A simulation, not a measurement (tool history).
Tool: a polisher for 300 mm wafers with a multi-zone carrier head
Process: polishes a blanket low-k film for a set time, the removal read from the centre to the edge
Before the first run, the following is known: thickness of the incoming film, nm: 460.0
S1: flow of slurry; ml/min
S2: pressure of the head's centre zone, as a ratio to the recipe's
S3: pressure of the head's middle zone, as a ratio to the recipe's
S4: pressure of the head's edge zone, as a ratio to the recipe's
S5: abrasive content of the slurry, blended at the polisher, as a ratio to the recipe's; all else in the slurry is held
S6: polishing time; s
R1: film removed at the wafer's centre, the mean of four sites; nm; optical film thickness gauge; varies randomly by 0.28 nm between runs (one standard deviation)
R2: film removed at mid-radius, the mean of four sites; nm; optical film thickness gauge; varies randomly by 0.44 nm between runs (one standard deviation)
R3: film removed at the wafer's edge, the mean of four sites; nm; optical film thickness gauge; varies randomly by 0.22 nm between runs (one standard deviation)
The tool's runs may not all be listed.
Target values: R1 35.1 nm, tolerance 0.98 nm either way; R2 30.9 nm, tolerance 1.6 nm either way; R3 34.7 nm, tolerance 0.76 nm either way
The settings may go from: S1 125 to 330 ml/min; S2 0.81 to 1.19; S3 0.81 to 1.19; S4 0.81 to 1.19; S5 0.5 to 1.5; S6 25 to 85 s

run  hour   S1    S2    S3    S4    S5  S6      R1      R2      R3
  1     0  210     1     1     1     1  55  27.662  28.837  27.828
  2   4.9  220  1.02  0.98  1.04  1.05  55  28.595  28.785  29.006
  3     6  220  1.02  0.98  0.95  1.05  55  28.652  28.622  27.473
  4    10  225  1.04  0.97     1   1.1  55  29.768  27.993   29.15
  5  13.1  225  1.04  0.97     1   1.1  48  25.881  24.816  25.046
  6  18.5  225  1.04  0.97     1   1.1  37  19.842  19.729  19.413
  7  20.1  235  1.06  0.98  1.04   1.2  40  23.061   22.45  22.463
  8  26.5  235  1.06  0.98  1.04   1.2  40  23.016  21.824  22.107
  9  30.2  235  1.06  0.98  1.07  1.25  43  25.019  24.362  24.636
 10  37.8  240  1.07  0.97  1.09   1.3  45  26.739   25.39  26.518

Next run, 4 choices. One meets every target within its allowed miss, the rest don't. Which?
  A  45.4  210  1.04  0.89  1.07   1.2  39   ?   ?   ?
  B  45.4  220  0.83  0.82  1.19  1.35  65   ?   ?   ?
  C  45.4  230   1.1  0.88  0.98   1.5  66   ?   ?   ?
  D  45.4  250  1.11  0.92  1.15   1.5  54   ?   ?   ?

move      R1      R2      R3
   A  21.321  20.285  21.919
   B  31.361  33.184  40.453
   C    41.3  37.184  38.753
   D  34.411  31.861  34.562
A: misses by more than the last run did
B: takes the biggest miss from the last run beyond its target
C: takes the biggest miss from the last run beyond its target
D: every result within its allowed miss
The right move is D.
